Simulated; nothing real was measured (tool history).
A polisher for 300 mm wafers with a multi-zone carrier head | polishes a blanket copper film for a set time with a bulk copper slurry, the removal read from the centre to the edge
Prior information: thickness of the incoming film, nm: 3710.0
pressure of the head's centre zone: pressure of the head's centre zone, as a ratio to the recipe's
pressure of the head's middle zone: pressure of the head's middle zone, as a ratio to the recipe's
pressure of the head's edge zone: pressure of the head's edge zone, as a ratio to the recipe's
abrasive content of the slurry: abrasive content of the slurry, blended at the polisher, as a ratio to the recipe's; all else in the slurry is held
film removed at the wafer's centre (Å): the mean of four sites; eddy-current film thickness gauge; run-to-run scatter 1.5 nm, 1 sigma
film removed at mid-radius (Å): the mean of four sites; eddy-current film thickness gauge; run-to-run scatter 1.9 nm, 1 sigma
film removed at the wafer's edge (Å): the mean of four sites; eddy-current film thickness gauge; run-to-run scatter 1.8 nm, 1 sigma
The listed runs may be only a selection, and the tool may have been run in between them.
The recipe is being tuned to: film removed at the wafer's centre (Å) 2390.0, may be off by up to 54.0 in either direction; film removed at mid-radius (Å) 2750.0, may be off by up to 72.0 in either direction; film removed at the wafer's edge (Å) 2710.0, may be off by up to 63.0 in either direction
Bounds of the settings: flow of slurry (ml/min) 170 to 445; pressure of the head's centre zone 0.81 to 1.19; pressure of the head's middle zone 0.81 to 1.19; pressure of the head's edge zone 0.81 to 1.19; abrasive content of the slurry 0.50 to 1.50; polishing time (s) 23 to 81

run  hour  flow of slurry (ml/min)  pressure of the head's centre zone  pressure of the head's middle zone  pressure of the head's edge zone  abrasive content of the slurry  polishing time (s)  film removed at the wafer's centre (Å)  film removed at mid-radius (Å)  film removed at the wafer's edge (Å)
  1   0.0                      285                                1.00                                1.00                              1.00                            1.00                  52                                  3813.4                          3766.4                                3752.9
  2   8.6                      265                                0.94                                0.98                              0.95                            0.85                  50                                  3322.5                          3441.7                                3386.5
  3  13.8                      245                                0.90                                0.97                              0.93                            0.75                  48                                  2966.7                          3148.0                                3144.7
  4  20.0                      290                                0.90                                0.97                              0.93                            0.75                  48                                  3021.2                          3227.4                                3187.9
  5  24.3                      270                                0.87                                0.97                              0.91                            0.65                  47                                  2755.7                          3082.3                                2998.1
  6  31.0                      250                                0.85                                0.95                              0.89                            0.60                  47                                  2629.1                          2929.8                                2924.6
  7  34.0                      235                                0.84                                0.95                              0.86                            0.55                  47                                  2547.7                          2903.3                                2821.5
  8  36.8                      195                                0.81                                0.90                              0.83                            0.50                  47                                  2351.8                          2663.4                                2670.6

Pick the move, out of 4, that brings all results within their allowed miss; only one does.
  A  39.6                      215                                0.81                                0.91                              0.83                            0.55                  47                                       ?                               ?                                     ?
  B  39.6                      170                                0.84                                0.88                              0.81                            0.50                  47                                       ?                               ?                                     ?
  C  39.6                      345                                0.83                                0.94                              0.81                            0.65                  42                                       ?                               ?                                     ?
  D  39.6                      175                                0.81                                0.95                              0.81                            0.65                  45                                       ?                               ?                                     ?

move  film removed at the wafer's centre (Å)  film removed at mid-radius (Å)  film removed at the wafer's edge (Å)
   A                                  2406.5                          2774.1                                2729.8
   B                                  2362.2                          2572.3                                2592.8
   C                                  2400.8                          2749.3                                2582.8
   D                                  2295.5                          2740.9                                2605.7
A: all results in spec
B: misses by more than the last run did
C: the furthest-off result lands on target, but another misses its tolerance
D: the furthest-off result lands on target, but another misses its tolerance
A meets every target.
